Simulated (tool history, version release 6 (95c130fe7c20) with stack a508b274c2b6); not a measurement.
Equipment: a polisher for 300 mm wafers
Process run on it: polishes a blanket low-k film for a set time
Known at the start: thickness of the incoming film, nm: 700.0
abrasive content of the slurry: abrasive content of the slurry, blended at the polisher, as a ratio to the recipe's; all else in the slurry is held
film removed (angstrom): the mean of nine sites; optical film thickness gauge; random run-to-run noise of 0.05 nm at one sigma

run  hour  flow of slurry (ml/min)  pressure of the wafer on the pad (psi)  speed of the pad under the wafer (m/s)  abrasive content of the slurry  polishing time (s)  film removed (angstrom)
  1   0.0                      315                                     1.6                                    0.80                             1.0                  34                  112.180
  2   5.0                      315                                     1.6                                    0.80                             1.1                  34                  116.590
  3   8.3                      315                                     1.4                                    0.80                             1.1                  34                  101.130
  4  10.1                      315                                     1.4                                    0.80                             1.1                  30                   90.663
  5  11.6                      370                                     1.4                                    0.80                             1.1                  30                   91.101
  6  19.5                      370                                     1.4                                    0.80                             1.1                  34                  104.130
  7  28.3                      350                                     1.3                                    0.80                             1.1                  34                   95.759
  8  32.0                      350                                     1.2                                    0.80                             1.1                  34                   88.285
  9  39.9                      350                                     1.1                                    0.80                             1.1                  34                   82.155
 10  45.9                      345                                     1.0                                    0.80                             1.1                  34                   74.583
 11  49.6                      340                                     1.0                                    0.80                             1.1                  34                   74.959
 12  55.1                      335                                     0.9                                    0.80                             1.1                  34                   66.293
 13  62.6                      350                                     0.9                                    0.80                             1.1                  34                   67.012
 14  68.9                      395                                     1.0                                    0.80                             1.1                  34                   75.074
 15  71.7                      390                                     1.0                                    0.80                             1.1                  34                   74.960
 16  74.5                      375                                     0.9                                    0.80                             1.1                  34                   67.932
 17  81.6                      375                                     1.0                                    0.80                             1.1                  34                   75.439
 18  82.9                      365                                     1.0                                    0.80                             1.1                  34                   74.366
 19  89.4                      360                                     1.0                                    0.80                             1.1                  34                   74.901
 20  96.5                      355                                     1.0                                    0.80                             1.1                  34                   74.518
 21  99.3                      350                                     1.0                                    0.80                             1.1                  34                   74.313

Run 22 has not been measured yet. What should we expect?
 22  107.6                      345                                     1.0                                    0.80                             1.1                  34                        ?

For run 22 the tool returned film removed (angstrom) 75.834.
